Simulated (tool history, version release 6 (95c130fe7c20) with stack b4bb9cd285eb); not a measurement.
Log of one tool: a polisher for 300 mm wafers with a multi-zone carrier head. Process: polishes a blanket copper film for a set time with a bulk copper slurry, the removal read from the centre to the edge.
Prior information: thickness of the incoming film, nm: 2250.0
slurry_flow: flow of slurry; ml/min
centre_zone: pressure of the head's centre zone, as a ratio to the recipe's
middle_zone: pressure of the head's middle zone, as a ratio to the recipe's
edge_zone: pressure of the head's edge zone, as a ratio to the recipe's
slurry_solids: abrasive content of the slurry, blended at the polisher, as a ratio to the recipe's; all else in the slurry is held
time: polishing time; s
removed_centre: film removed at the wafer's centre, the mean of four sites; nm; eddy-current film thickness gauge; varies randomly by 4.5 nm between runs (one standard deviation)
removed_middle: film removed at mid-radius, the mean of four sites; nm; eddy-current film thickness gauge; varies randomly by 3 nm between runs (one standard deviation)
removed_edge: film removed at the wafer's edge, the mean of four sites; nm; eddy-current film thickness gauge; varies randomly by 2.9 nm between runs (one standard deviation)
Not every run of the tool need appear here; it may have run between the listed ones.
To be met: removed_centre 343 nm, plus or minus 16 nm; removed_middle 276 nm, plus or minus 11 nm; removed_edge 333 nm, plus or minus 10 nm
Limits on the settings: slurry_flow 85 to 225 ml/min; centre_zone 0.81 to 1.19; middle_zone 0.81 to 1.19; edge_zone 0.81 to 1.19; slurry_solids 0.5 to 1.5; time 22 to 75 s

run	hour	slurry_flow	centre_zone	middle_zone	edge_zone	slurry_solids	time	removed_centre	removed_middle	removed_edge
1	0	145	1	1	1	1	48	351.7	349.55	357.02
2	2.6	140	1.01	0.97	1	1	48	354.16	336.09	354.86
3	9.8	135	1.01	0.95	1	1	48	352.3	330.38	352.07
4	18.6	130	1.01	0.93	1	1	48	353.28	322.75	352.42
5	22.9	125	1.01	0.91	1	1	48	341.2	319.04	348.19
6	29.4	125	1.02	0.9	1.01	1	48	347.92	306.99	356.41
7	36.2	100	1.07	0.85	0.95	0.9	48	336.56	274.52	316.9
8	40	100	1.07	0.85	0.96	0.9	48	337.19	271.37	321.2

Below are 4 possible settings for the next run. Only one of them brings all results inside the allowed miss of their targets. Which is it?
A	43.8	130	1.1	0.85	0.91	0.8	46	?	?	?
B	43.8	95	1.08	0.84	0.97	0.95	50	?	?	?
C	43.8	130	0.94	0.91	0.87	0.5	51	?	?	?
D	43.8	100	1.14	0.81	0.95	0.9	50	?	?	?

move	removed_centre	removed_middle	removed_edge
A	357.26	280.31	306.67
B	354.31	284.62	333.37
C	310.18	299.92	305.28
D	377.75	279.14	330.58
A: moves away from the targets compared with the last run
B: every result lands within tolerance
C: moves away from the targets compared with the last run
D: corrects the largest miss of the last run, while another result sits out of spec
The move that meets every target is B.
